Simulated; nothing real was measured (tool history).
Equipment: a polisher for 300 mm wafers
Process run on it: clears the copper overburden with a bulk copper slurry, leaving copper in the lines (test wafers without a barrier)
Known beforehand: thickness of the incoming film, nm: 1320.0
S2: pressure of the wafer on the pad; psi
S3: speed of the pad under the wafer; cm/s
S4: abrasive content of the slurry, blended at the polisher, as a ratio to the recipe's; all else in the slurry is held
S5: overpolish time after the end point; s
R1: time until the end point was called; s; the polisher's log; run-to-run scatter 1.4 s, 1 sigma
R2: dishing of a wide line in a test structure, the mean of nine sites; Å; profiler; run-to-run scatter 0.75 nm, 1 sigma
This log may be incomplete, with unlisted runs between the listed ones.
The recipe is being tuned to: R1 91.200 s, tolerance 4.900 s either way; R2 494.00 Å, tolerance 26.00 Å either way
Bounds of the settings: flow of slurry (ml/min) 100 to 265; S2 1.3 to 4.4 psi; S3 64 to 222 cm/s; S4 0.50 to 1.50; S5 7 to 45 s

run 1 hour=0.0 | flow_of_slurry_(ml/min)=170 S2=2.8 S3=142 S4=1.00 S5=23 | R1=98.557 R2=867.73
run 2 hour=7.4 | flow_of_slurry_(ml/min)=175 S2=2.5 S3=156 S4=1.05 S5=20 | R1=99.349 R2=783.55
run 3 hour=12.0 | flow_of_slurry_(ml/min)=190 S2=2.3 S3=168 S4=1.15 S5=17 | R1=96.663 R2=759.16
run 4 hour=13.7 | flow_of_slurry_(ml/min)=190 S2=2.3 S3=168 S4=1.15 S5=27 | R1=96.868 R2=852.30
run 5 hour=22.4 | flow_of_slurry_(ml/min)=175 S2=2.1 S3=180 S4=1.20 S5=23 | R1=97.038 R2=801.89
run 6 hour=24.7 | flow_of_slurry_(ml/min)=195 S2=1.9 S3=188 S4=1.10 S5=20 | R1=104.670 R2=725.55
run 7 hour=27.0 | flow_of_slurry_(ml/min)=245 S2=1.6 S3=222 S4=1.00 S5=9 | R1=104.240 R2=514.18
run 8 hour=35.7 | flow_of_slurry_(ml/min)=250 S2=1.7 S3=222 S4=0.95 S5=9 | R1=99.980 R2=518.24
run 9 hour=44.4 | flow_of_slurry_(ml/min)=255 S2=1.8 S3=222 S4=0.90 S5=9 | R1=94.633 R2=546.88
-- hour=49.3 slurry blender recalibrated
run 10 hour=49.3 | flow_of_slurry_(ml/min)=255 S2=1.8 S3=222 S4=1.00 S5=9 | R1=89.720 R2=569.14
run 11 hour=53.4 | flow_of_slurry_(ml/min)=265 S2=2.3 S3=222 S4=0.75 S5=7 | R1=72.193 R2=565.68
run 12 hour=56.4 | flow_of_slurry_(ml/min)=265 S2=2.2 S3=222 S4=0.70 S5=7 | R1=81.443 R2=546.39
run 13 hour=57.7 | flow_of_slurry_(ml/min)=265 S2=2.2 S3=222 S4=0.65 S5=7 | R1=77.208 R2=543.39
run 14 hour=63.8 | flow_of_slurry_(ml/min)=265 S2=2.1 S3=222 S4=0.65 S5=7 | R1=83.905 R2=531.87
run 15 hour=66.7 | flow_of_slurry_(ml/min)=265 S2=2.1 S3=222 S4=0.65 S5=7 | R1=82.580 R2=528.52

Which single option among these 4 for the next run brings every result within its allowed miss of target? Just one does.
run A hour=69.6 | flow_of_slurry_(ml/min)=235 S2=1.9 S3=222 S4=0.75 S5=7 | R1=? R2=?
run B hour=69.6 | flow_of_slurry_(ml/min)=265 S2=2.2 S3=222 S4=0.60 S5=7 | R1=? R2=?
run C hour=69.6 | flow_of_slurry_(ml/min)=265 S2=2.3 S3=222 S4=0.50 S5=7 | R1=? R2=?
run D hour=69.6 | flow_of_slurry_(ml/min)=245 S2=2.3 S3=218 S4=0.80 S5=7 | R1=? R2=?

move=A R1=90.063 R2=497.11
move=B R1=80.619 R2=542.36
move=C R1=79.674 R2=549.38
move=D R1=75.144 R2=568.85
A: every result lands within tolerance
B: the biggest miss grows against the last run
C: the biggest miss grows against the last run
D: the biggest miss grows against the last run
Correct choice: A, which meets every target
